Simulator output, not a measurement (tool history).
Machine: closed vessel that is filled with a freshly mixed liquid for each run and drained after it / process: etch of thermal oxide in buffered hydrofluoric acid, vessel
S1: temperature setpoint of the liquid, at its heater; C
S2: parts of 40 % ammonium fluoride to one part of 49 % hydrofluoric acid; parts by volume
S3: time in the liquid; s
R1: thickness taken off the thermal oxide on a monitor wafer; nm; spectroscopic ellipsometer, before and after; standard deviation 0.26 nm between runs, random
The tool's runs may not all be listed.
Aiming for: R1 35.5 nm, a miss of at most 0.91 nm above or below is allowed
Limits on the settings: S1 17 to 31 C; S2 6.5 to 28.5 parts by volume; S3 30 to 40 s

Run 1, day 0: S1 23 C, S2 17.5 parts by volume, S3 40 s. Result: R1 24.643 nm.
Run 2, day 0.275: S1 24.5 C, S2 17.5 parts by volume, S3 40 s. Result: R1 27.346 nm.
Run 3, day 0.45: S1 22.5 C, S2 17.5 parts by volume, S3 40 s. Result: R1 24.555 nm.
Run 4, day 0.733: S1 24 C, S2 17.5 parts by volume, S3 40 s. Result: R1 26.494 nm.
Run 5, day 0.842: S1 24 C, S2 22.5 parts by volume, S3 40 s. Result: R1 20.725 nm.
Run 6, day 1.179: S1 24 C, S2 22.5 parts by volume, S3 40 s. Result: R1 20.863 nm.
Run 7, day 1.288: S1 25.5 C, S2 22 parts by volume, S3 40 s. Result: R1 22.932 nm.
Run 8, day 1.592: S1 27 C, S2 21 parts by volume, S3 40 s. Result: R1 25.74 nm.
Run 9, day 1.712: S1 28 C, S2 20.5 parts by volume, S3 40 s. Result: R1 27.736 nm.

Pick the move, out of 5, that brings all results within their allowed miss; only one does.
Run A, day 1.833: S1 29 C, S2 17 parts by volume, S3 40 s. Result: R1 ?.
Run B, day 1.833: S1 31 C, S2 17.5 parts by volume, S3 40 s. Result: R1 ?.
Run C, day 1.833: S1 29 C, S2 18.5 parts by volume, S3 40 s. Result: R1 ?.
Run D, day 1.833: S1 31 C, S2 18 parts by volume, S3 40 s. Result: R1 ?.
Run E, day 1.833: S1 31 C, S2 20 parts by volume, S3 40 s. Result: R1 ?.

move      R1
   A  35.573
   B  38.411
   C  32.738
   D  37.366
   E  33.695
A: in spec on every target
B: the result that was furthest off in the last run now lies on the other side of its target
C: closes in on the targets versus the last run, not all within tolerance yet
D: the result that was furthest off in the last run now lies on the other side of its target
E: closes in on the targets versus the last run, not all within tolerance yet
So the answer is move A, the one that meets all the targets.
